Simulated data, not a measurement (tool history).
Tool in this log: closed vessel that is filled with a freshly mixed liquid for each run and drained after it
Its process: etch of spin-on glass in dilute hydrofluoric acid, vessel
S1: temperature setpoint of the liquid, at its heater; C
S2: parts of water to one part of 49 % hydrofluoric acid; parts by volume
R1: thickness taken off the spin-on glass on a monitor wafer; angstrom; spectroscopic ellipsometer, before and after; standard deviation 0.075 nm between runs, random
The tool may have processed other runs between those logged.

run 1 hour=0 | S1=23 S2=265 time_in_the_liquid_(s)=50 | R1=108.96
run 2 hour=8.2 | S1=23 S2=205 time_in_the_liquid_(s)=50 | R1=149.55
run 3 hour=17 | S1=23 S2=160 time_in_the_liquid_(s)=50 | R1=200.11
run 4 hour=24.6 | S1=26 S2=160 time_in_the_liquid_(s)=50 | R1=224.92
run 5 hour=30.7 | S1=25 S2=160 time_in_the_liquid_(s)=50 | R1=216.21
run 6 hour=33.8 | S1=22 S2=160 time_in_the_liquid_(s)=50 | R1=194.08
run 7 hour=36.9 | S1=21.5 S2=160 time_in_the_liquid_(s)=50 | R1=190.63
run 8 hour=39.4 | S1=21 S2=160 time_in_the_liquid_(s)=50 | R1=186.56

Run 9 has not been measured yet. What should we expect?
run 9 hour=47.2 | S1=20.5 S2=160 time_in_the_liquid_(s)=50 | R1=?

{"run 9": {"R1": 183.68}}
